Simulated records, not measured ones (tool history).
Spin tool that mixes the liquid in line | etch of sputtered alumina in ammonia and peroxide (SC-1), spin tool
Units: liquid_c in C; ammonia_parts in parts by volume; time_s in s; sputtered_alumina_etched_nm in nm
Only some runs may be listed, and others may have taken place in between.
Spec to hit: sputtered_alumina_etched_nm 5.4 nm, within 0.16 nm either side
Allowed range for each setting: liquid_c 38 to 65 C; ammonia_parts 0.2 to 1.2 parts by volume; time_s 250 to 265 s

{"run": 1, "hour": 0.0, "liquid_c": 49, "ammonia_parts": 1, "time_s": 250, "sputtered_alumina_etched_nm": 7.5504}
{"run": 2, "hour": 6.4, "liquid_c": 54, "ammonia_parts": 1, "time_s": 250, "sputtered_alumina_etched_nm": 9.875}
{"run": 3, "hour": 9.8, "liquid_c": 51.5, "ammonia_parts": 1, "time_s": 250, "sputtered_alumina_etched_nm": 8.6796}
{"run": 4, "hour": 17.8, "liquid_c": 49.5, "ammonia_parts": 1, "time_s": 250, "sputtered_alumina_etched_nm": 7.8988}
{"run": 5, "hour": 19.5, "liquid_c": 48, "ammonia_parts": 1, "time_s": 250, "sputtered_alumina_etched_nm": 7.2093}
{"run": 6, "hour": 24.8, "liquid_c": 53.5, "ammonia_parts": 1, "time_s": 250, "sputtered_alumina_etched_nm": 9.7678}
{"run": 7, "hour": 32.6, "liquid_c": 51, "ammonia_parts": 1, "time_s": 250, "sputtered_alumina_etched_nm": 8.5009}
{"run": 8, "hour": 35.4, "liquid_c": 49, "ammonia_parts": 1, "time_s": 250, "sputtered_alumina_etched_nm": 7.8243}
{"run": 9, "hour": 43.8, "liquid_c": 47.5, "ammonia_parts": 1, "time_s": 250, "sputtered_alumina_etched_nm": 6.9692}
{"run": 10, "hour": 51.1, "liquid_c": 46.5, "ammonia_parts": 1, "time_s": 250, "sputtered_alumina_etched_nm": 6.686}
{"run": 11, "hour": 54.7, "liquid_c": 45.5, "ammonia_parts": 1, "time_s": 250, "sputtered_alumina_etched_nm": 6.2503}
{"run": 12, "hour": 61.3, "liquid_c": 45, "ammonia_parts": 1, "time_s": 250, "sputtered_alumina_etched_nm": 6.1353}
{"run": 13, "hour": 64.1, "liquid_c": 44.5, "ammonia_parts": 1, "time_s": 250, "sputtered_alumina_etched_nm": 5.92}
{"run": 14, "hour": 73.2, "liquid_c": 44, "ammonia_parts": 1, "time_s": 250, "sputtered_alumina_etched_nm": 5.8074}
{"run": 15, "hour": 78.9, "liquid_c": 43.5, "ammonia_parts": 1, "time_s": 250, "sputtered_alumina_etched_nm": 5.6619}

Which single option among these 4 for the next run brings every result within its allowed miss of target? Just one does.
{"run": "A", "hour": 84.6, "liquid_c": 42.5, "ammonia_parts": 1.2, "time_s": 265, "sputtered_alumina_etched_nm": "?"}
{"run": "B", "hour": 84.6, "liquid_c": 44.5, "ammonia_parts": 0.95, "time_s": 250, "sputtered_alumina_etched_nm": "?"}
{"run": "C", "hour": 84.6, "liquid_c": 42.5, "ammonia_parts": 0.9, "time_s": 260, "sputtered_alumina_etched_nm": "?"}
{"run": "D", "hour": 84.6, "liquid_c": 43, "ammonia_parts": 1.2, "time_s": 260, "sputtered_alumina_etched_nm": "?"}

move=A sputtered_alumina_etched_nm=5.7328
move=B sputtered_alumina_etched_nm=5.9338
move=C sputtered_alumina_etched_nm=5.4723
move=D sputtered_alumina_etched_nm=5.7895
A: misses by more than the last run did
B: misses by more than the last run did
C: each result inside its tolerance
D: misses by more than the last run did
Correct choice: C, which meets every target
